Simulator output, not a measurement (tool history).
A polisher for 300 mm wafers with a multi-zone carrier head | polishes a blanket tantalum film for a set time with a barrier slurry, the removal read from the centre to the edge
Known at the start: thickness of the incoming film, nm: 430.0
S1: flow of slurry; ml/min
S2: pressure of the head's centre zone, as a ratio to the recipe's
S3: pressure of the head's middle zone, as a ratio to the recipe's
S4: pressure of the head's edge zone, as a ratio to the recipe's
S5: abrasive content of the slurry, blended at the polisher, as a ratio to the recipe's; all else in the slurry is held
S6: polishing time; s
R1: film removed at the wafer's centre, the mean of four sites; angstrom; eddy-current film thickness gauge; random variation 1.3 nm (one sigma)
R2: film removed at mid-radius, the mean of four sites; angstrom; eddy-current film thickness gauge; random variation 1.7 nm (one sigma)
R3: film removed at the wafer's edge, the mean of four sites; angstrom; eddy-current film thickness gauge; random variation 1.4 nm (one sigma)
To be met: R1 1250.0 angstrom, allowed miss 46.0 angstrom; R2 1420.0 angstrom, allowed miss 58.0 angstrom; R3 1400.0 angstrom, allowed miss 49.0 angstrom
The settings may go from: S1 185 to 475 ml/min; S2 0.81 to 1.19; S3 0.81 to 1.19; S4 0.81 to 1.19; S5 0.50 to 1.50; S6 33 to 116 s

{"run": 1, "hour": 0.0, "S1": 305, "S2": 1.0, "S3": 1.0, "S4": 1.0, "S5": 1.0, "S6": 74, "R1": 1630.7, "R2": 1605.5, "R3": 1634.1}
{"run": 2, "hour": 1.9, "S1": 305, "S2": 0.98, "S3": 1.0, "S4": 0.99, "S5": 0.95, "S6": 74, "R1": 1547.5, "R2": 1588.9, "R3": 1595.2}
{"run": 3, "hour": 8.5, "S1": 365, "S2": 0.98, "S3": 1.0, "S4": 0.99, "S5": 0.95, "S6": 74, "R1": 1545.5, "R2": 1584.1, "R3": 1632.1}
{"run": 4, "hour": 11.9, "S1": 360, "S2": 0.97, "S3": 0.99, "S4": 0.97, "S5": 0.9, "S6": 74, "R1": 1519.2, "R2": 1571.3, "R3": 1553.6}
{"run": 5, "hour": 19.2, "S1": 360, "S2": 0.97, "S3": 0.99, "S4": 0.97, "S5": 1.0, "S6": 74, "R1": 1613.4, "R2": 1623.1, "R3": 1632.5}
{"run": 6, "hour": 23.7, "S1": 360, "S2": 0.96, "S3": 0.98, "S4": 0.97, "S5": 0.95, "S6": 74, "R1": 1546.5, "R2": 1557.9, "R3": 1642.1}
{"run": 7, "hour": 28.3, "S1": 360, "S2": 0.95, "S3": 0.98, "S4": 0.96, "S5": 0.9, "S6": 74, "R1": 1488.3, "R2": 1543.0, "R3": 1566.9}
{"run": 8, "hour": 36.2, "S1": 360, "S2": 0.95, "S3": 0.98, "S4": 0.96, "S5": 0.9, "S6": 74, "R1": 1532.7, "R2": 1546.8, "R3": 1579.2}
{"run": 9, "hour": 43.8, "S1": 360, "S2": 0.95, "S3": 0.98, "S4": 0.96, "S5": 0.9, "S6": 74, "R1": 1504.9, "R2": 1530.8, "R3": 1561.1}
{"run": 10, "hour": 48.4, "S1": 360, "S2": 0.94, "S3": 0.98, "S4": 0.96, "S5": 0.9, "S6": 74, "R1": 1500.3, "R2": 1546.6, "R3": 1567.0}
{"run": 11, "hour": 52.9, "S1": 335, "S2": 0.84, "S3": 0.94, "S4": 0.86, "S5": 0.65, "S6": 73, "R1": 1150.0, "R2": 1303.6, "R3": 1295.9}
{"run": 12, "hour": 61.7, "S1": 340, "S2": 0.84, "S3": 0.95, "S4": 0.87, "S5": 0.65, "S6": 73, "R1": 1161.2, "R2": 1299.3, "R3": 1291.4}
{"run": 13, "hour": 65.6, "S1": 340, "S2": 0.84, "S3": 0.96, "S4": 0.88, "S5": 0.65, "S6": 73, "R1": 1161.0, "R2": 1279.2, "R3": 1278.0}
{"run": 14, "hour": 73.1, "S1": 340, "S2": 0.84, "S3": 0.96, "S4": 0.88, "S5": 0.7, "S6": 73, "R1": 1173.8, "R2": 1361.6, "R3": 1366.0}

Which of these 5 next moves meets every target?
{"run": "A", "hour": 80.6, "S1": 365, "S2": 0.84, "S3": 1.04, "S4": 0.89, "S5": 0.85, "S6": 65, "R1": "?", "R2": "?", "R3": "?"}
{"run": "B", "hour": 80.6, "S1": 375, "S2": 0.83, "S3": 1.0, "S4": 0.97, "S5": 0.6, "S6": 74, "R1": "?", "R2": "?", "R3": "?"}
{"run": "C", "hour": 80.6, "S1": 380, "S2": 0.87, "S3": 0.99, "S4": 0.92, "S5": 0.65, "S6": 76, "R1": "?", "R2": "?", "R3": "?"}
{"run": "D", "hour": 80.6, "S1": 385, "S2": 0.83, "S3": 0.9, "S4": 0.9, "S5": 0.75, "S6": 71, "R1": "?", "R2": "?", "R3": "?"}
{"run": "E", "hour": 80.6, "S1": 340, "S2": 0.81, "S3": 0.98, "S4": 0.87, "S5": 0.9, "S6": 66, "R1": "?", "R2": "?", "R3": "?"}

move=A R1=1150.7 R2=1418.5 R3=1304.7
move=B R1=1123.4 R2=1356.0 R3=1342.2
move=C R1=1256.5 R2=1433.8 R3=1396.2
move=D R1=1189.1 R2=1314.9 R3=1373.7
move=E R1=1141.1 R2=1389.4 R3=1332.6
A: further off than the last run
B: further off than the last run
C: meets every target
D: further off than the last run
E: further off than the last run
Move C is the one to make.
